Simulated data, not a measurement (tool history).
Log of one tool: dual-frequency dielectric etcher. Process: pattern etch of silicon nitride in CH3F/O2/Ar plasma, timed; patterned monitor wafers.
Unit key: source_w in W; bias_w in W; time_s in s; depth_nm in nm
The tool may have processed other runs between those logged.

Run 1, hour 0: source_w 340 W, bias_w 67 W, time_s 25 s. Result: depth_nm 16.551 nm.
Run 2, hour 5.5: source_w 340 W, bias_w 58 W, time_s 25 s. Result: depth_nm 15.777 nm.
Run 3, hour 7.8: source_w 340 W, bias_w 58 W, time_s 25 s. Result: depth_nm 15.727 nm.
Run 4, hour 16.1: source_w 340 W, bias_w 66 W, time_s 25 s. Result: depth_nm 16.389 nm.
Run 5, hour 25: source_w 340 W, bias_w 66 W, time_s 25 s. Result: depth_nm 16.447 nm.
Run 6, hour 28.1: source_w 340 W, bias_w 73 W, time_s 25 s. Result: depth_nm 17.036 nm.
Run 7, hour 31.9: source_w 280 W, bias_w 68 W, time_s 25 s. Result: depth_nm 15.665 nm.
Run 8, hour 39.4: source_w 260 W, bias_w 67 W, time_s 25 s. Result: depth_nm 15.209 nm.

Forecast run 9:
Run 9, hour 45.6: source_w 250 W, bias_w 67 W, time_s 25 s. Result: depth_nm ?.

Run 9 measured depth_nm 15.107 nm.
